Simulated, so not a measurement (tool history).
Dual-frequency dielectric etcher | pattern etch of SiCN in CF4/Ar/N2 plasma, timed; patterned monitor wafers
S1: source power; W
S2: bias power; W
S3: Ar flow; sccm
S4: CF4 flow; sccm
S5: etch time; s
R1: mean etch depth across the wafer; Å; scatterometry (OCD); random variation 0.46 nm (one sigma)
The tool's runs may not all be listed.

Run 1, hour 0: S1 540 W, S2 76 W, S3 93 sccm, S4 45 sccm, S5 90.5 s. Result: R1 953.54 Å.
Run 2, hour 6.9: S1 540 W, S2 69 W, S3 93 sccm, S4 45 sccm, S5 90.5 s. Result: R1 916.07 Å.
Run 3, hour 11.2: S1 540 W, S2 57 W, S3 93 sccm, S4 45 sccm, S5 90.5 s. Result: R1 859.95 Å.
Run 4, hour 18.7: S1 540 W, S2 57 W, S3 93 sccm, S4 42 sccm, S5 90.5 s. Result: R1 857.82 Å.
Run 5, hour 19.9: S1 540 W, S2 57 W, S3 108 sccm, S4 42 sccm, S5 90.5 s. Result: R1 840.49 Å.
Run 6, hour 26.4: S1 540 W, S2 57 W, S3 108 sccm, S4 42 sccm, S5 90.5 s. Result: R1 833.19 Å.
Run 7, hour 31.1: S1 540 W, S2 57 W, S3 108 sccm, S4 42 sccm, S5 90.5 s. Result: R1 838.19 Å.

Forecast run 8:
Run 8, hour 39.2: S1 590 W, S2 58 W, S3 108 sccm, S4 42 sccm, S5 90.5 s. Result: R1 ?.

{"run 8": {"R1": 906.73}}

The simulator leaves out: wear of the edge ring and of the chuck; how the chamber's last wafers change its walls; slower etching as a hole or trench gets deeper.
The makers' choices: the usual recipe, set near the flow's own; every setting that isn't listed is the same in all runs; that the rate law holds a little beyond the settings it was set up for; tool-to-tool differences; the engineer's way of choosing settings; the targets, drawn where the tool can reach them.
